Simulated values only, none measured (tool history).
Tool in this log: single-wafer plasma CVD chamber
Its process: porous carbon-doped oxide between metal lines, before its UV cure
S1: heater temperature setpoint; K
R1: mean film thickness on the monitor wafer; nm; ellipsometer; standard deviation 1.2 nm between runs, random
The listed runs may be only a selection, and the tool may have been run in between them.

{"run": 1, "hour": 0.0, "S1": 558.15, "RF power (W)": 380, "deposition time (s)": 55.4, "R1": 260.2}
{"run": 2, "hour": 2.0, "S1": 558.15, "RF power (W)": 380, "deposition time (s)": 55.4, "R1": 260.23}
{"run": 3, "hour": 3.2, "S1": 558.15, "RF power (W)": 380, "deposition time (s)": 57.1, "R1": 264.95}
{"run": 4, "hour": 5.1, "S1": 558.15, "RF power (W)": 380, "deposition time (s)": 57.1, "R1": 267.37}
{"run": 5, "hour": 7.8, "S1": 561.15, "RF power (W)": 375, "deposition time (s)": 57.1, "R1": 257.9}
{"run": 6, "hour": 14.2, "S1": 564.15, "RF power (W)": 375, "deposition time (s)": 57.1, "R1": 255.21}
{"run": 7, "hour": 18.3, "S1": 566.15, "RF power (W)": 370, "deposition time (s)": 57.1, "R1": 246.83}
{"run": 8, "hour": 23.0, "S1": 568.15, "RF power (W)": 370, "deposition time (s)": 57.1, "R1": 244.52}
{"run": 9, "hour": 26.8, "S1": 570.15, "RF power (W)": 370, "deposition time (s)": 57.1, "R1": 241.95}
{"run": 10, "hour": 35.1, "S1": 572.15, "RF power (W)": 370, "deposition time (s)": 57.1, "R1": 237.72}
{"run": 11, "hour": 42.0, "S1": 573.15, "RF power (W)": 370, "deposition time (s)": 57.1, "R1": 236.96}
{"run": 12, "hour": 48.6, "S1": 574.15, "RF power (W)": 370, "deposition time (s)": 57.1, "R1": 234.91}
{"run": 13, "hour": 51.4, "S1": 575.15, "RF power (W)": 370, "deposition time (s)": 57.1, "R1": 231.82}

What will run 14 give?
{"run": 14, "hour": 53.0, "S1": 576.15, "RF power (W)": 370, "deposition time (s)": 57.1, "R1": "?"}

R1: 232.75 nm
